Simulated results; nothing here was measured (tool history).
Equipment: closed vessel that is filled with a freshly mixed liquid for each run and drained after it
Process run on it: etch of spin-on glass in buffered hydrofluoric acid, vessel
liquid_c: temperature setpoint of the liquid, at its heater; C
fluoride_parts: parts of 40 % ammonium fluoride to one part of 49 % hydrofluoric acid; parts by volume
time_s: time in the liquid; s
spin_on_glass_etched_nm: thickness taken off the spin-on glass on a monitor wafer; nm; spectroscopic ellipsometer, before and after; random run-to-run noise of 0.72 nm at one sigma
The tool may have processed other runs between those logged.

Run 1, hour 0.0: liquid_c 21.0 C, fluoride_parts 10.0 parts by volume, time_s 105 s. Result: spin_on_glass_etched_nm 250.15 nm.
Run 2, hour 7.9: liquid_c 21.0 C, fluoride_parts 8.0 parts by volume, time_s 105 s. Result: spin_on_glass_etched_nm 306.97 nm.
Run 3, hour 14.7: liquid_c 21.0 C, fluoride_parts 9.0 parts by volume, time_s 105 s. Result: spin_on_glass_etched_nm 266.88 nm.
Run 4, hour 18.2: liquid_c 21.0 C, fluoride_parts 7.5 parts by volume, time_s 105 s. Result: spin_on_glass_etched_nm 326.98 nm.
Run 5, hour 21.9: liquid_c 20.5 C, fluoride_parts 8.0 parts by volume, time_s 105 s. Result: spin_on_glass_etched_nm 296.63 nm.
Run 6, hour 23.1: liquid_c 20.0 C, fluoride_parts 8.5 parts by volume, time_s 105 s. Result: spin_on_glass_etched_nm 270.34 nm.
Run 7, hour 28.4: liquid_c 19.5 C, fluoride_parts 9.0 parts by volume, time_s 105 s. Result: spin_on_glass_etched_nm 244.89 nm.

Expected results for the next run?
Run 8, hour 31.0: liquid_c 19.0 C, fluoride_parts 9.0 parts by volume, time_s 105 s. Result: spin_on_glass_etched_nm ?.

spin_on_glass_etched_nm: 238.56 nm
